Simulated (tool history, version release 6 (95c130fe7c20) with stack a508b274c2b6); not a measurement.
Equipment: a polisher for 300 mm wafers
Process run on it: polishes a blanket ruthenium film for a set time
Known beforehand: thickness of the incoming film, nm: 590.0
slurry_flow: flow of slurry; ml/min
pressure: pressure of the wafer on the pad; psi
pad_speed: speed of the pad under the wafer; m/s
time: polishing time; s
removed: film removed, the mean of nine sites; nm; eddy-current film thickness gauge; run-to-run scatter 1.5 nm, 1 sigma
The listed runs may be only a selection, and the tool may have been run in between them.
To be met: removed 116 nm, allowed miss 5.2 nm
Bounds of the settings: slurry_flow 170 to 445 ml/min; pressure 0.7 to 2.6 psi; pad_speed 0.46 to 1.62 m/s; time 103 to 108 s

run  hour  slurry_flow  pressure  pad_speed  time  removed
  1     0          285       1.6       1.04   103   79.158
  2   1.3          285       1.6       1.14   103   87.644
  3   7.6          285       1.7       1.14   103   93.218
  4  13.5          285       1.7       1.14   103   91.152
  5  20.3          310       1.7       1.14   103   93.593
  6  28.9          310       1.7          1   103   81.427
  7  35.3          310       1.9          1   103   89.277
  8    44          310         2          1   103   93.587
  9  50.2          310       2.1          1   103   97.537
 10  52.7          310       2.4       1.02   103   108.78

Which one of the following 4 next-run settings gets every result inside its allowed miss? There is exactly one.
  A  55.2          325       2.6       0.96   108        ?
  B  55.2          255       2.6        0.9   108        ?
  C  55.2          320       2.3       0.96   107        ?
  D  55.2          205       2.4       1.02   103        ?

move  removed
   A   114.34
   B   104.93
   C   102.83
   D    103.3
A: all results in spec
B: further off than the last run
C: further off than the last run
D: further off than the last run
So the answer is move A, the one that meets all the targets.

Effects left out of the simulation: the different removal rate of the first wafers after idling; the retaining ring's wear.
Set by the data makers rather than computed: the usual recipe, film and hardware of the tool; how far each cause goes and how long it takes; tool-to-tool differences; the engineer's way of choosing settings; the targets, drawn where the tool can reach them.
